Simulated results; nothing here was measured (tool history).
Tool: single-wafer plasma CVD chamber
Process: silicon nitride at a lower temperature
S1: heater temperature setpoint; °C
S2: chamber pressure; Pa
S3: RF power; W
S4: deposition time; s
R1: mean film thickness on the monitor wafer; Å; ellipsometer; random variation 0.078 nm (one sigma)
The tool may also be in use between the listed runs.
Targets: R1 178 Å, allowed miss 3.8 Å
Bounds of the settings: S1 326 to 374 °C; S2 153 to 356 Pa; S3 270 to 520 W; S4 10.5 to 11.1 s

run	hour	S1	S2	S3	S4	R1
1	0	350	255	395	11.1	160.13
2	7	350	255	355	11.1	153.11
3	12.7	358	255	355	11.1	151.25
4	18.6	357	281	375	11.1	157.79
5	23.8	356	297	395	11.1	164.23
6	31	356	309	410	11.1	167.9
7	35	356	317	420	11.1	169.87
8	41.4	356	323	430	11.1	173.91

Which of these 5 next moves meets every target?
A	47.8	348	319	435	10.8	?
B	47.8	341	289	470	10.6	?
C	47.8	345	260	430	11.1	?
D	47.8	356	352	420	10.7	?
E	47.8	366	297	485	11	?

move	R1
A	171.2
B	171.77
C	168.81
D	169.44
E	180.16
A: further off than the last run
B: further off than the last run
C: further off than the last run
D: further off than the last run
E: meets every target
The right move is E.

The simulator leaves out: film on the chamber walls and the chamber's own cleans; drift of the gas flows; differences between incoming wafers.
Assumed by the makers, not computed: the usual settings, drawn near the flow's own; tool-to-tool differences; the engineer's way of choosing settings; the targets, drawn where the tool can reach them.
